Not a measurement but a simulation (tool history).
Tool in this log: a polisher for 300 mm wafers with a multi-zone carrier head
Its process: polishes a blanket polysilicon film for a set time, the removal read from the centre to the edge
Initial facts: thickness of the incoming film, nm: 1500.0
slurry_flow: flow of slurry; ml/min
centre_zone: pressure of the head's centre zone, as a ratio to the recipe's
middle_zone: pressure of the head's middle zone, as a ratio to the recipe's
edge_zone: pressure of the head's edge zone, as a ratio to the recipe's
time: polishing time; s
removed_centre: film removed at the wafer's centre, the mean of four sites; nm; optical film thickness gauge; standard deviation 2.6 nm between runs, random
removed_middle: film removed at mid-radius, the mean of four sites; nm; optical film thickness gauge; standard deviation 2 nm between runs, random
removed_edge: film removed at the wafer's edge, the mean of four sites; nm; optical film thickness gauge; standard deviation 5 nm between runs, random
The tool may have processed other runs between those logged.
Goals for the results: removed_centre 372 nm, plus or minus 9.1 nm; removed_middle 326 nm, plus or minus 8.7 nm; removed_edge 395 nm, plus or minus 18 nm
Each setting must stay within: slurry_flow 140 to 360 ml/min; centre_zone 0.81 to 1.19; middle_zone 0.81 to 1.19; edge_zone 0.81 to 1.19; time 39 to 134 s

run	hour	slurry_flow	centre_zone	middle_zone	edge_zone	time	removed_centre	removed_middle	removed_edge
1	0	230	1	1	1	86	405.45	396.28	414.03
2	4.9	230	1	1	1	101	473.59	470.64	489.2
3	7.5	215	0.98	0.94	0.99	96	441.37	425.59	466.88
4	12	215	0.98	0.94	0.94	96	443.14	425.8	434.6
5	20.1	215	1.04	0.94	0.94	96	470.58	422.94	448.51
6	21.6	215	1.04	0.94	1	96	464.31	421.3	458.37
# hour 28.6: worn pad replaced by a new one
7	28.6	205	1.02	0.9	1.01	91	475.46	426.02	480.38
8	35.7	205	1	0.87	1.01	80	412.3	365.8	419.2
9	42.5	205	0.99	0.85	1.02	76	388.51	339.47	411.6
10	50	205	0.98	0.84	1.01	76	385.25	338.68	392.78

5 next moves are on the table. One of them brings every result within its allowed miss. Which?
A	57.5	215	0.94	0.87	0.9	77	?	?	?
B	57.5	210	1.02	0.86	0.97	77	?	?	?
C	57.5	200	0.93	0.88	0.95	77	?	?	?
D	57.5	260	1.01	0.83	0.93	76	?	?	?
E	57.5	225	0.97	0.82	1.02	74	?	?	?

move	removed_centre	removed_middle	removed_edge
A	372.48	354.02	377.34
B	403.22	349.94	390.04
C	365.12	354.05	384.51
D	404.02	344.36	384.01
E	371.44	327.49	386.43
A: further off than the last run
B: further off than the last run
C: further off than the last run
D: further off than the last run
E: meets every target
E is the move that brings every result within its allowed miss.
